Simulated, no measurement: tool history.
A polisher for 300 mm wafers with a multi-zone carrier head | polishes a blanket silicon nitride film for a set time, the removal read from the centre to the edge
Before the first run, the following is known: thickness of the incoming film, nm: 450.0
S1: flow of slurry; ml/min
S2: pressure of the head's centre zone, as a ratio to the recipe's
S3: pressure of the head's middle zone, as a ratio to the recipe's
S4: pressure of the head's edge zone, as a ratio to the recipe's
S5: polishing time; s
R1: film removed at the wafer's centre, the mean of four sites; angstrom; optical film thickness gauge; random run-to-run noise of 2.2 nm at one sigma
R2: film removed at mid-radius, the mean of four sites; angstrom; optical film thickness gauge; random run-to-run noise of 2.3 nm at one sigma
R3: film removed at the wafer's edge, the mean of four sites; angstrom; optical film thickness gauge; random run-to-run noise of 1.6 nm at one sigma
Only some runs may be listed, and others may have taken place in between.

{"run": 1, "hour": 0.0, "S1": 305, "S2": 1.0, "S3": 1.0, "S4": 1.0, "S5": 65, "R1": 1371.5, "R2": 1346.4, "R3": 1361.7}
{"run": 2, "hour": 4.6, "S1": 305, "S2": 1.0, "S3": 1.0, "S4": 1.0, "S5": 56, "R1": 1195.0, "R2": 1148.7, "R3": 1162.6}
{"run": 3, "hour": 5.5, "S1": 325, "S2": 1.06, "S3": 1.0, "S4": 0.99, "S5": 64, "R1": 1443.7, "R2": 1334.3, "R3": 1330.8}
{"run": 4, "hour": 7.1, "S1": 340, "S2": 1.1, "S3": 0.99, "S4": 0.98, "S5": 70, "R1": 1662.2, "R2": 1441.0, "R3": 1443.3}
{"run": 5, "hour": 15.9, "S1": 350, "S2": 1.13, "S3": 1.0, "S4": 0.99, "S5": 74, "R1": 1798.4, "R2": 1542.1, "R3": 1549.4}
{"run": 6, "hour": 20.9, "S1": 355, "S2": 1.15, "S3": 1.0, "S4": 0.98, "S5": 77, "R1": 1913.9, "R2": 1629.3, "R3": 1577.0}
{"run": 7, "hour": 23.6, "S1": 360, "S2": 1.16, "S3": 1.0, "S4": 0.99, "S5": 80, "R1": 1978.4, "R2": 1679.4, "R3": 1701.5}
{"run": 8, "hour": 29.1, "S1": 365, "S2": 1.17, "S3": 1.0, "S4": 0.98, "S5": 82, "R1": 2066.0, "R2": 1737.1, "R3": 1688.3}

Run 9, settings as shown, results not yet in. Your forecast:
{"run": 9, "hour": 32.6, "S1": 365, "S2": 1.18, "S3": 0.99, "S4": 0.98, "S5": 84, "R1": "?", "R2": "?", "R3": "?"}

{"run 9": {"R1": 2183.4, "R2": 1727.2, "R3": 1736.9}}

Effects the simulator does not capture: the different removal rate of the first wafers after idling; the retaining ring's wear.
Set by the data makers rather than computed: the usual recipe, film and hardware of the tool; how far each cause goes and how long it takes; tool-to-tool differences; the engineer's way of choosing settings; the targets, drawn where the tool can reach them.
